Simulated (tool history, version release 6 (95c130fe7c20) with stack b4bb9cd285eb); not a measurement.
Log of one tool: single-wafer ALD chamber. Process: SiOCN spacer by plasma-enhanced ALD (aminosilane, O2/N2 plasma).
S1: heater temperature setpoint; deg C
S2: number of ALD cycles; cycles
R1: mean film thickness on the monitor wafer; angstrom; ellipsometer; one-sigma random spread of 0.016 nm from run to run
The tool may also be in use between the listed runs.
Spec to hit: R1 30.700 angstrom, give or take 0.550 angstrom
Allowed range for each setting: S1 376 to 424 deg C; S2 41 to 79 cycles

| run | hour | S1 | S2 | R1 |
|---|---|---|---|---|
| 1 | 0.0 | 400 | 60 | 37.636 |
| 2 | 8.3 | 401 | 58 | 36.445 |
| 3 | 12.5 | 401 | 56 | 35.251 |
| 4 | 20.2 | 401 | 59 | 36.761 |
| 5 | 23.1 | 408 | 59 | 36.018 |
| 6 | 26.5 | 410 | 57 | 34.789 |
| 7 | 32.3 | 412 | 56 | 33.869 |
| 8 | 38.5 | 413 | 55 | 33.143 |
| 9 | 39.7 | 414 | 54 | 32.173 |
| 10 | 43.9 | 415 | 54 | 32.258 |
| 11 | 51.5 | 416 | 54 | 32.207 |
| 12 | 57.5 | 417 | 54 | 31.837 |
| 13 | 60.1 | 418 | 54 | 31.993 |
| 14 | 63.5 | 419 | 54 | 31.686 |
| 15 | 69.0 | 420 | 54 | 31.766 |

Of the 4 settings listed for the next run, only one would bring every result within its allowed miss of target. Which one?
| A | 74.5 | 424 | 51 | ? |
| B | 74.5 | 423 | 56 | ? |
| C | 74.5 | 418 | 50 | ? |
| D | 74.5 | 397 | 49 | ? |

| move | R1 |
|---|---|
| A | 29.433 |
| B | 32.436 |
| C | 29.483 |
| D | 30.739 |
A: carries the result that was furthest off beyond its target, to the other side
B: moves away from the targets compared with the last run
C: carries the result that was furthest off beyond its target, to the other side
D: all results land within tolerance of their targets
Correct choice: D, which meets every target
